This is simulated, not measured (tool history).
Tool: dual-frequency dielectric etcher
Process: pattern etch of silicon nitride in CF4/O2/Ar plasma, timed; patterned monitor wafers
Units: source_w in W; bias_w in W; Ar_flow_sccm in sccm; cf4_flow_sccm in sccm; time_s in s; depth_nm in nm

{"run": 1, "hour": 0.0, "source_w": 730, "bias_w": 66, "Ar_flow_sccm": 77, "cf4_flow_sccm": 91, "time_s": 107, "depth_nm": 326.82}
{"run": 2, "hour": 0.7, "source_w": 730, "bias_w": 58, "Ar_flow_sccm": 77, "cf4_flow_sccm": 91, "time_s": 107, "depth_nm": 310.18}
{"run": 3, "hour": 2.5, "source_w": 730, "bias_w": 58, "Ar_flow_sccm": 77, "cf4_flow_sccm": 105, "time_s": 107, "depth_nm": 315.75}
{"run": 4, "hour": 4.6, "source_w": 730, "bias_w": 58, "Ar_flow_sccm": 77, "cf4_flow_sccm": 115, "time_s": 107, "depth_nm": 321.51}
{"run": 5, "hour": 10.2, "source_w": 730, "bias_w": 58, "Ar_flow_sccm": 77, "cf4_flow_sccm": 123, "time_s": 107, "depth_nm": 324.58}
{"hour": 15.0, "done": "Ar flow controller replaced"}
{"run": 6, "hour": 15.0, "source_w": 730, "bias_w": 66, "Ar_flow_sccm": 77, "cf4_flow_sccm": 123, "time_s": 107, "depth_nm": 337.89}
{"run": 7, "hour": 17.3, "source_w": 710, "bias_w": 66, "Ar_flow_sccm": 77, "cf4_flow_sccm": 123, "time_s": 107, "depth_nm": 329.87}

Run 8 comes next. What will it give?
{"run": 8, "hour": 22.7, "source_w": 690, "bias_w": 66, "Ar_flow_sccm": 77, "cf4_flow_sccm": 123, "time_s": 107, "depth_nm": "?"}

{"run 8": {"depth_nm": 325.36}}
